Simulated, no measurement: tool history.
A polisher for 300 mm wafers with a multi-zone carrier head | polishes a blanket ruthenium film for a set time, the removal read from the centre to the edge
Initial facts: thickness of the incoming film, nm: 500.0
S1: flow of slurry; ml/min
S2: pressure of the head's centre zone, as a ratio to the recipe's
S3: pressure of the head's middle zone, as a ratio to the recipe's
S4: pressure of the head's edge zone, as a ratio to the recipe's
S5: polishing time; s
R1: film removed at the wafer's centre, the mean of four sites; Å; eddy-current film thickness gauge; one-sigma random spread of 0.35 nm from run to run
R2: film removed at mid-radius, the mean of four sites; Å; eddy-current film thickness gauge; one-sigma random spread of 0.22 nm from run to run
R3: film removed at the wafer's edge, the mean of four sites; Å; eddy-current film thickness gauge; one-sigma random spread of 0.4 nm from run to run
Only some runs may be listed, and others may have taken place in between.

Run 1, hour 0.0: S1 150 ml/min, S2 1.00, S3 1.00, S4 1.00, S5 47 s. Result: R1 399.13 Å, R2 386.11 Å, R3 388.61 Å.
Run 2, hour 7.0: S1 145 ml/min, S2 0.99, S3 1.00, S4 0.98, S5 45 s. Result: R1 383.61 Å, R2 362.28 Å, R3 362.98 Å.
Run 3, hour 7.8: S1 145 ml/min, S2 0.96, S3 1.00, S4 0.98, S5 45 s. Result: R1 369.92 Å, R2 363.11 Å, R3 371.08 Å.
Run 4, hour 14.9: S1 115 ml/min, S2 0.96, S3 1.00, S4 0.98, S5 45 s. Result: R1 352.11 Å, R2 350.55 Å, R3 357.45 Å.
Run 5, hour 20.0: S1 115 ml/min, S2 0.96, S3 1.00, S4 1.03, S5 45 s. Result: R1 348.90 Å, R2 353.11 Å, R3 356.41 Å.
Run 6, hour 24.0: S1 115 ml/min, S2 0.96, S3 1.00, S4 1.09, S5 45 s. Result: R1 350.21 Å, R2 350.26 Å, R3 375.54 Å.

Run 7 is up next; what results do you expect?
Run 7, hour 31.5: S1 100 ml/min, S2 0.86, S3 0.90, S4 0.99, S5 36 s. Result: R1 ?, R2 ?, R3 ?.

R1: 243.15 Å
R2: 249.87 Å
R3: 274.19 Å

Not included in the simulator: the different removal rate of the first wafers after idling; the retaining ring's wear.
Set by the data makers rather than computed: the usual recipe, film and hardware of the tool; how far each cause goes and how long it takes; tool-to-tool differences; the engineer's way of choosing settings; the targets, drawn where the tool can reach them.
